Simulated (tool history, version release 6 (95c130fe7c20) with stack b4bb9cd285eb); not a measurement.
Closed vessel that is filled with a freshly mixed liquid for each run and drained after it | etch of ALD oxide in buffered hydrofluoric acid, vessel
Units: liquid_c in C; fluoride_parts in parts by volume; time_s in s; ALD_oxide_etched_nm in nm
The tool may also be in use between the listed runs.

{"run": 1, "hour": 0.0, "liquid_c": 20, "fluoride_parts": 13.5, "time_s": 100, "ALD_oxide_etched_nm": 79.349}
{"run": 2, "hour": 4.7, "liquid_c": 20, "fluoride_parts": 13.5, "time_s": 105, "ALD_oxide_etched_nm": 82.912}
{"run": 3, "hour": 12.0, "liquid_c": 21.5, "fluoride_parts": 13.5, "time_s": 105, "ALD_oxide_etched_nm": 90.475}
{"run": 4, "hour": 18.0, "liquid_c": 20, "fluoride_parts": 14, "time_s": 105, "ALD_oxide_etched_nm": 79.468}
{"run": 5, "hour": 23.7, "liquid_c": 23, "fluoride_parts": 14, "time_s": 105, "ALD_oxide_etched_nm": 95.384}
{"run": 6, "hour": 31.2, "liquid_c": 23, "fluoride_parts": 16, "time_s": 105, "ALD_oxide_etched_nm": 81.896}

Run 7 comes next. What will it give?
{"run": 7, "hour": 33.1, "liquid_c": 21.5, "fluoride_parts": 16, "time_s": 105, "ALD_oxide_etched_nm": "?"}

{"run 7": {"ALD_oxide_etched_nm": 76.237}}
